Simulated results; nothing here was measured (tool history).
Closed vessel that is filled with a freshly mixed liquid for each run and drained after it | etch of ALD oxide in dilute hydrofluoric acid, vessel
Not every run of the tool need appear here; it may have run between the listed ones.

| run | day | temperature setpoint of the liquid (°C) | parts of water to one part of 49 % hydrofluoric acid (parts by volume) | time in the liquid (s) | thickness taken off the ALD oxide on a monitor wafer (Å) |
|---|---|---|---|---|---|
| 1 | 0 | 25 | 250 | 305 | 332.3 |
| 2 | 0.079 | 26 | 235 | 305 | 370.16 |
| 3 | 0.367 | 26.5 | 220 | 305 | 409.54 |
| 4 | 0.7 | 26.5 | 220 | 305 | 410.62 |
| 5 | 0.888 | 30 | 220 | 305 | 463.71 |
| 6 | 0.983 | 30 | 290 | 305 | 322.37 |
| 7 | 1.358 | 30.5 | 270 | 305 | 361.2 |
| 8 | 1.696 | 33 | 170 | 305 | 702.44 |

For run 9, what comes out?
| 9 | 2.05 | 33 | 165 | 305 | ? |

{"run 9": {"thickness taken off the ALD oxide on a monitor wafer (Å)": 731.47}}
